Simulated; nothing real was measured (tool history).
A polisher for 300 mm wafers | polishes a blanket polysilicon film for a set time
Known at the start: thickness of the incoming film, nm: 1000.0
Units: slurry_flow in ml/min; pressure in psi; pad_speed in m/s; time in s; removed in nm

run    day  slurry_flow  pressure  pad_speed  time  removed
  1  0.000          135       3.1       1.16    25   262.41
  2  0.117          145       3.1       1.16    25   265.90
  3  0.142          145       3.1       1.06    25   244.34
  4  0.200          140       3.1       1.06    25   241.53
  5  0.500          155       3.1       1.06    25   244.54
  6  0.708          185       3.1       1.06    25   253.05
  7  0.733          180       3.0       1.06    25   242.21

The next listed run, before its measurement:
  8  0.775          180       3.0       1.06    25        ?

{"run 8": {"removed": 243.8}}

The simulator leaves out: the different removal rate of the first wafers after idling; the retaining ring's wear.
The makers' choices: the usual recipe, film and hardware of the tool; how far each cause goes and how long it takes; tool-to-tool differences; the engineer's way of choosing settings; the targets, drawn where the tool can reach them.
